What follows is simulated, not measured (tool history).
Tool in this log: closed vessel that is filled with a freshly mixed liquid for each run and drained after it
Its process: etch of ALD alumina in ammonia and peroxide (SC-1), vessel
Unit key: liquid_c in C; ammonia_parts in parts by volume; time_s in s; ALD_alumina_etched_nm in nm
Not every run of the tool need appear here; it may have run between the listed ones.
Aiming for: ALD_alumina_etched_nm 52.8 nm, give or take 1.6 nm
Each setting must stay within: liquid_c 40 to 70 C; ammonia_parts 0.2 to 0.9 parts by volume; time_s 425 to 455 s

run,day,liquid_c,ammonia_parts,time_s,ALD_alumina_etched_nm
1,0,56,0.5,425,32.042
2,0.375,56,0.5,425,31.714
3,0.721,49.5,0.5,425,22.291
4,1.042,54.5,0.5,425,30.134
5,1.4,54.5,0.65,425,30.587
6,1.6,58,0.65,425,36.868
7,1.704,60,0.65,425,40.925
8,2.083,60,0.65,425,41.069
9,2.254,61.5,0.65,425,43.551
10,2.392,66,0.65,425,56.126

Next run, 4 choices. One meets every target within its allowed miss, the rest don't. Which?
A,2.529,64,0.65,425,?
B,2.529,66,0.65,430,?
C,2.529,65.5,0.6,425,?
D,2.529,67.5,0.75,445,?

move,ALD_alumina_etched_nm
A,50.446
B,56.365
C,53.942
D,63.638
A: moves the result that the last run missed by most past its target, out the other side
B: misses by more than the last run did
C: each result inside its tolerance
D: misses by more than the last run did
C meets every target.
